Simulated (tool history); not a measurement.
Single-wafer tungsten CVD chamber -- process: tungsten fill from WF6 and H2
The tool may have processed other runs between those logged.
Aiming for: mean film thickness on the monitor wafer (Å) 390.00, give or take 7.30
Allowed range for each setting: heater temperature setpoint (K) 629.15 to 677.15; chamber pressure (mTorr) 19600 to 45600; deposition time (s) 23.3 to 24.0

run,hour,heater temperature setpoint (K),chamber pressure (mTorr),deposition time (s),mean film thickness on the monitor wafer (Å)
1,0.0,653.15,32600,23.3,494.33
2,3.3,653.15,30000,23.3,479.39
3,5.3,653.15,30000,24.0,492.81
4,12.5,650.15,29900,24.0,463.86
5,13.1,650.15,29900,23.3,448.59
6,21.4,660.15,29900,23.3,555.49
7,25.8,656.15,29800,23.3,511.60
8,27.7,653.15,29700,23.3,478.83
9,28.3,651.15,29600,23.3,458.53
10,31.5,642.15,29400,23.3,369.17
11,37.8,643.15,29400,23.3,377.91
# hour 39.9: thermocouple changed; heater temperature recalibrated
12,39.9,644.15,29400,23.3,347.54
13,40.8,645.15,29400,23.3,353.75
14,48.7,651.15,29500,23.3,410.30
15,57.6,650.15,29500,23.3,399.67

5 next moves are on the table. One of them brings every result within its allowed miss. Which?
A,66.5,648.15,32300,24.0,?
B,66.5,649.15,24500,24.0,?
C,66.5,648.15,29900,23.9,?
D,66.5,647.15,31000,23.3,?
E,66.5,651.15,27400,23.9,?

move,mean film thickness on the monitor wafer (Å)
A,406.26
B,380.76
C,394.46
D,379.94
E,411.58
A: lands further from the targets than the last run did
B: carries the result that was furthest off beyond its target, to the other side
C: every result within its allowed miss
D: carries the result that was furthest off beyond its target, to the other side
E: lands further from the targets than the last run did
C is the move that brings every result within its allowed miss.

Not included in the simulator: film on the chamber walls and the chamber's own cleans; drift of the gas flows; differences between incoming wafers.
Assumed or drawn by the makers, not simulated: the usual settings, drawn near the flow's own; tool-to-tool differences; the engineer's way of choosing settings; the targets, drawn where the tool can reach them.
